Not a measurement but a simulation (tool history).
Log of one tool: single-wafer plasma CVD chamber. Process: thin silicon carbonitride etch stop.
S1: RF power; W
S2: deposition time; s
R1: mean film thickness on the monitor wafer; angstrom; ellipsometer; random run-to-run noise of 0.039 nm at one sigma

{"run": 1, "day": 0.0, "S1": 195, "S2": 15.1, "R1": 89.93}
{"run": 2, "day": 0.183, "S1": 180, "S2": 14.3, "R1": 83.369}
{"run": 3, "day": 0.446, "S1": 170, "S2": 13.8, "R1": 78.857}
{"run": 4, "day": 0.479, "S1": 170, "S2": 14.7, "R1": 83.872}
{"run": 5, "day": 0.85, "S1": 170, "S2": 16.5, "R1": 94.33}
{"run": 6, "day": 1.2, "S1": 170, "S2": 17.9, "R1": 102.12}
{"run": 7, "day": 1.388, "S1": 160, "S2": 16.3, "R1": 90.796}
{"run": 8, "day": 1.679, "S1": 155, "S2": 15.3, "R1": 84.602}

Predict the results of run 9:
{"run": 9, "day": 2.017, "S1": 150, "S2": 14.6, "R1": "?"}

Logged for run 9: R1 80.232 angstrom.
